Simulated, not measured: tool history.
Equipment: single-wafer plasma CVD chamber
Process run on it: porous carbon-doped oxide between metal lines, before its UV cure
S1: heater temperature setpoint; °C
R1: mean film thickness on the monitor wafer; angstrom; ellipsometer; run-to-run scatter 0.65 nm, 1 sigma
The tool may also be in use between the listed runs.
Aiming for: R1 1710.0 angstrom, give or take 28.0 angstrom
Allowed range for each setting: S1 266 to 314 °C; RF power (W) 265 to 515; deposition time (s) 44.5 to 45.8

{"run": 1, "day": 0.0, "S1": 290, "RF power (W)": 390, "deposition time (s)": 44.5, "R1": 2018.0}
{"run": 2, "day": 0.117, "S1": 290, "RF power (W)": 390, "deposition time (s)": 45.8, "R1": 2084.6}
{"run": 3, "day": 0.212, "S1": 290, "RF power (W)": 390, "deposition time (s)": 44.5, "R1": 2003.1}
{"run": 4, "day": 0.492, "S1": 290, "RF power (W)": 365, "deposition time (s)": 44.5, "R1": 1904.3}
{"run": 5, "day": 0.667, "S1": 293, "RF power (W)": 365, "deposition time (s)": 44.5, "R1": 1880.5}
{"run": 6, "day": 0.921, "S1": 296, "RF power (W)": 365, "deposition time (s)": 44.5, "R1": 1859.8}
{"run": 7, "day": 1.125, "S1": 298, "RF power (W)": 365, "deposition time (s)": 44.5, "R1": 1815.8}
{"run": 8, "day": 1.442, "S1": 299, "RF power (W)": 365, "deposition time (s)": 44.5, "R1": 1827.9}
{"day": 1.671, "done": "thermocouple changed; heater temperature recalibrated"}
{"run": 9, "day": 1.671, "S1": 301, "RF power (W)": 365, "deposition time (s)": 44.5, "R1": 1756.8}
{"run": 10, "day": 1.921, "S1": 302, "RF power (W)": 365, "deposition time (s)": 44.5, "R1": 1756.5}

Which single option among these 4 for the next run brings every result within its allowed miss of target? Just one does.
{"run": "A", "day": 2.171, "S1": 295, "RF power (W)": 330, "deposition time (s)": 45.3, "R1": "?"}
{"run": "B", "day": 2.171, "S1": 298, "RF power (W)": 365, "deposition time (s)": 44.7, "R1": "?"}
{"run": "C", "day": 2.171, "S1": 296, "RF power (W)": 365, "deposition time (s)": 44.5, "R1": "?"}
{"run": "D", "day": 2.171, "S1": 297, "RF power (W)": 360, "deposition time (s)": 45.1, "R1": "?"}

move=A R1=1702.7
move=B R1=1792.7
move=C R1=1803.3
move=D R1=1797.9
A: all results in spec
B: lands further from the targets than the last run did
C: lands further from the targets than the last run did
D: lands further from the targets than the last run did
So the answer is move A, the one that meets all the targets.
